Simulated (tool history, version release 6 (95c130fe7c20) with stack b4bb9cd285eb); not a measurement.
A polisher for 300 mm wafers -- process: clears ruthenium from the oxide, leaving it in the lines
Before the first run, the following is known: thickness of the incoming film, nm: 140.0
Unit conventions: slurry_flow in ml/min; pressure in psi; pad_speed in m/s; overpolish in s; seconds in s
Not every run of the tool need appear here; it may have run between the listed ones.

{"run": 1, "day": 0.0, "slurry_flow": 265, "pressure": 2.3, "pad_speed": 1.16, "overpolish": 48, "seconds": 70.957}
{"run": 2, "day": 0.1, "slurry_flow": 265, "pressure": 2.3, "pad_speed": 1.16, "overpolish": 51, "seconds": 71.396}
{"run": 3, "day": 0.233, "slurry_flow": 265, "pressure": 2.1, "pad_speed": 1.08, "overpolish": 51, "seconds": 83.845}
{"run": 4, "day": 0.408, "slurry_flow": 265, "pressure": 2.1, "pad_speed": 0.92, "overpolish": 51, "seconds": 94.312}
{"run": 5, "day": 0.696, "slurry_flow": 265, "pressure": 1.9, "pad_speed": 0.88, "overpolish": 51, "seconds": 102.59}
{"run": 6, "day": 0.929, "slurry_flow": 315, "pressure": 1.9, "pad_speed": 0.88, "overpolish": 51, "seconds": 104.44}
{"run": 7, "day": 0.962, "slurry_flow": 315, "pressure": 1.8, "pad_speed": 0.84, "overpolish": 51, "seconds": 114.55}

Run 8 is up next; what results do you expect?
{"run": 8, "day": 1.312, "slurry_flow": 315, "pressure": 1.7, "pad_speed": 0.8, "overpolish": 51, "seconds": "?"}

{"run 8": {"seconds": 123.58}}
